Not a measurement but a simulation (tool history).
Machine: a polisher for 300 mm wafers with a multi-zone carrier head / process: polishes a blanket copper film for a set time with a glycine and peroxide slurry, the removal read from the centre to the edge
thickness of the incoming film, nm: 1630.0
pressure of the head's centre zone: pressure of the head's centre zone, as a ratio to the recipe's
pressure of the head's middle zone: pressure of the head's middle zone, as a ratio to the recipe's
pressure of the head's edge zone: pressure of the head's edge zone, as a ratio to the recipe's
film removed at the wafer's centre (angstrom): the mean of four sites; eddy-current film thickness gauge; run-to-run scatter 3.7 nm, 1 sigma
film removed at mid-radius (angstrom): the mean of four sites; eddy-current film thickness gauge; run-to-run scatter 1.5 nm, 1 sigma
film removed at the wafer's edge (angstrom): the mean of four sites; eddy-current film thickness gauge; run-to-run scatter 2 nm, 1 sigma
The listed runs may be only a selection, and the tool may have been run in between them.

run,hour,flow of slurry (ml/min),pressure of the head's centre zone,pressure of the head's middle zone,pressure of the head's edge zone,polishing time (s),film removed at the wafer's centre (angstrom),film removed at mid-radius (angstrom),film removed at the wafer's edge (angstrom)
1,0.0,195,1.00,1.00,1.00,57,2198.8,2234.2,2214.7
2,5.9,195,1.00,1.00,1.00,50,1958.1,1954.8,1947.8
3,13.7,195,1.03,1.00,1.00,50,1972.3,1955.1,1939.0
4,16.2,205,1.05,0.98,0.99,52,2133.3,2003.6,2028.3
5,18.7,205,0.98,0.98,0.99,52,1977.7,1990.1,1997.5
6,21.2,215,1.00,0.97,0.99,53,2092.8,2066.6,2053.0

Run 7 comes next. What will it give?
7,29.3,225,1.02,0.96,1.00,54,?,?,?

film removed at the wafer's centre (angstrom): 2186.5
film removed at mid-radius (angstrom): 2090.7
film removed at the wafer's edge (angstrom): 2131.5
